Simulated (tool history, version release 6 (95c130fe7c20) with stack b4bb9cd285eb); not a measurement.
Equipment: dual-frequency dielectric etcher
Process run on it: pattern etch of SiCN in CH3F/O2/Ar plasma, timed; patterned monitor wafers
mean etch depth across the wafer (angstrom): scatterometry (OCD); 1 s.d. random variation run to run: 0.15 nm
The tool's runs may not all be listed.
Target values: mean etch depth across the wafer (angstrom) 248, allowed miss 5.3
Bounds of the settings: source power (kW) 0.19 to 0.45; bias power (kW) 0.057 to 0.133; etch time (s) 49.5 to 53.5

run  hour  source power (kW)  bias power (kW)  etch time (s)  mean etch depth across the wafer (angstrom)
  1     0               0.32            0.095           53.5                                       208.57
  2   1.6               0.36            0.095           53.5                                       221.88
  3   4.2               0.38            0.096           53.5                                       227.28
  4     8               0.38            0.089           53.5                                       224.19
  5  12.5               0.38            0.089           53.5                                       221.61
  6  17.3               0.38            0.089           53.5                                       220.83
  7  18.3                0.4            0.091           53.5                                       228.72
  8  26.7               0.41            0.093           53.5                                       233.92
  9  34.7               0.42            0.094           53.5                                       233.92
 10  38.5               0.42            0.094           53.5                                       232.52
 11  41.9               0.43            0.098           53.5                                       240.63

Below are 5 possible settings for the next run. Only one of them brings all results inside the allowed miss of their targets. Which is it?
  A  45.3               0.45            0.108           52.5                                            ?
  B  45.3               0.44            0.107           49.5                                            ?
  C  45.3               0.44            0.103             51                                            ?
  D  45.3                0.4             0.12             51                                            ?
  E  45.3               0.45            0.083           53.5                                            ?

move  mean etch depth across the wafer (angstrom)
   A                                       244.46
   B                                       227.78
   C                                       232.14
   D                                       233.48
   E                                       231.77
A: meets every target
B: further off than the last run
C: further off than the last run
D: further off than the last run
E: further off than the last run
So the answer is move A, the one that meets all the targets.

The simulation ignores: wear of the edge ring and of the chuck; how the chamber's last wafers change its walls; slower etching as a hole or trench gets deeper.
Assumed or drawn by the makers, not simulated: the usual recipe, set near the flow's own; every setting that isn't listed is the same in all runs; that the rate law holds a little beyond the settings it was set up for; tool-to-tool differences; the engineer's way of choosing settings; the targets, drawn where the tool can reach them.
